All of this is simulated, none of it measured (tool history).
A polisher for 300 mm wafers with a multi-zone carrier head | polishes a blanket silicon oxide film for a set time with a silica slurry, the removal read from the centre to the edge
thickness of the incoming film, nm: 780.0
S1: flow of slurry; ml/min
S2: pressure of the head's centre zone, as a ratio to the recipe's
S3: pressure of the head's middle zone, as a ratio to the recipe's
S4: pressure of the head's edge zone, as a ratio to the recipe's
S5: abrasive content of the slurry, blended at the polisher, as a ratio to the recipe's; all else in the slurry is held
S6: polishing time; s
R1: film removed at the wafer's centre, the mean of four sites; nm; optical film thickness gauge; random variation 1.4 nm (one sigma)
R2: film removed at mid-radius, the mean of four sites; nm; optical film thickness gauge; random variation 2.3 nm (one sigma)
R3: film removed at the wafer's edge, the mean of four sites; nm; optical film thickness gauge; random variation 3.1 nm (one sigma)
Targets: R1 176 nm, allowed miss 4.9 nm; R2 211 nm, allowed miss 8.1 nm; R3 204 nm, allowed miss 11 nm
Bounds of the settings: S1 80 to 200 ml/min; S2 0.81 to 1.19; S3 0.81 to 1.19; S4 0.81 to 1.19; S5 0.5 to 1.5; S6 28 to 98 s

{"run": 1, "hour": 0.0, "S1": 130, "S2": 1, "S3": 1, "S4": 1, "S5": 1, "S6": 63, "R1": 223.46, "R2": 224.3, "R3": 219.12}
{"run": 2, "hour": 8.6, "S1": 125, "S2": 0.98, "S3": 1, "S4": 1, "S5": 1, "S6": 63, "R1": 214.27, "R2": 215.36, "R3": 218}
{"run": 3, "hour": 11.2, "S1": 125, "S2": 0.98, "S3": 1, "S4": 1, "S5": 1, "S6": 71, "R1": 244.47, "R2": 248.93, "R3": 251.13}
{"run": 4, "hour": 14.0, "S1": 125, "S2": 0.98, "S3": 1, "S4": 1, "S5": 1, "S6": 76, "R1": 262.56, "R2": 262.3, "R3": 264.5}
{"run": 5, "hour": 22.5, "S1": 125, "S2": 0.98, "S3": 0.92, "S4": 1, "S5": 1, "S6": 76, "R1": 258.44, "R2": 243.99, "R3": 262.53}
{"run": 6, "hour": 28.1, "S1": 120, "S2": 0.96, "S3": 0.93, "S4": 0.98, "S5": 0.95, "S6": 76, "R1": 246.48, "R2": 238.86, "R3": 258.08}
{"run": 7, "hour": 34.7, "S1": 120, "S2": 0.95, "S3": 0.95, "S4": 0.97, "S5": 0.9, "S6": 75, "R1": 237.24, "R2": 237.94, "R3": 244.96}
{"run": 8, "hour": 37.7, "S1": 85, "S2": 0.85, "S3": 0.96, "S4": 0.93, "S5": 0.65, "S6": 74, "R1": 167.29, "R2": 186.65, "R3": 192.9}
{"run": 9, "hour": 42.9, "S1": 90, "S2": 0.85, "S3": 0.97, "S4": 0.93, "S5": 0.65, "S6": 74, "R1": 166.38, "R2": 196.51, "R3": 194.82}
{"run": 10, "hour": 48.7, "S1": 95, "S2": 0.85, "S3": 0.97, "S4": 0.93, "S5": 0.65, "S6": 74, "R1": 170.38, "R2": 191.04, "R3": 202.63}
{"run": 11, "hour": 54.5, "S1": 95, "S2": 0.85, "S3": 0.97, "S4": 0.93, "S5": 0.65, "S6": 74, "R1": 170.82, "R2": 194.78, "R3": 199.69}
{"run": 12, "hour": 56.3, "S1": 95, "S2": 0.85, "S3": 0.98, "S4": 0.93, "S5": 0.65, "S6": 74, "R1": 168.03, "R2": 198.18, "R3": 205.97}
{"run": 13, "hour": 63.8, "S1": 95, "S2": 0.86, "S3": 0.99, "S4": 0.92, "S5": 0.65, "S6": 74, "R1": 172.69, "R2": 199.05, "R3": 200.43}
{"run": 14, "hour": 67.2, "S1": 95, "S2": 0.86, "S3": 1, "S4": 0.92, "S5": 0.65, "S6": 74, "R1": 170.67, "R2": 202.49, "R3": 196.63}

Which of these 5 next moves meets every target?
{"run": "A", "hour": 70.6, "S1": 80, "S2": 0.83, "S3": 1.09, "S4": 0.98, "S5": 0.65, "S6": 76, "R1": "?", "R2": "?", "R3": "?"}
{"run": "B", "hour": 70.6, "S1": 90, "S2": 0.88, "S3": 1.06, "S4": 0.97, "S5": 0.65, "S6": 75, "R1": "?", "R2": "?", "R3": "?"}
{"run": "C", "hour": 70.6, "S1": 150, "S2": 0.92, "S3": 0.84, "S4": 1.05, "S5": 0.5, "S6": 75, "R1": "?", "R2": "?", "R3": "?"}
{"run": "D", "hour": 70.6, "S1": 90, "S2": 0.89, "S3": 1.02, "S4": 0.96, "S5": 0.6, "S6": 72, "R1": "?", "R2": "?", "R3": "?"}
{"run": "E", "hour": 70.6, "S1": 140, "S2": 0.84, "S3": 1.06, "S4": 0.98, "S5": 0.6, "S6": 80, "R1": "?", "R2": "?", "R3": "?"}

move=A R1=161.51 R2=212.63 R3=205.58
move=B R1=174.8 R2=211.32 R3=206.13
move=C R1=181.59 R2=173.9 R3=202.15
move=D R1=163.49 R2=189.75 R3=190.03
move=E R1=190.39 R2=238.17 R3=226.63
A: further off than the last run
B: meets every target
C: takes the result that was furthest off past its target
D: further off than the last run
E: takes the result that was furthest off past its target
The right move is B.

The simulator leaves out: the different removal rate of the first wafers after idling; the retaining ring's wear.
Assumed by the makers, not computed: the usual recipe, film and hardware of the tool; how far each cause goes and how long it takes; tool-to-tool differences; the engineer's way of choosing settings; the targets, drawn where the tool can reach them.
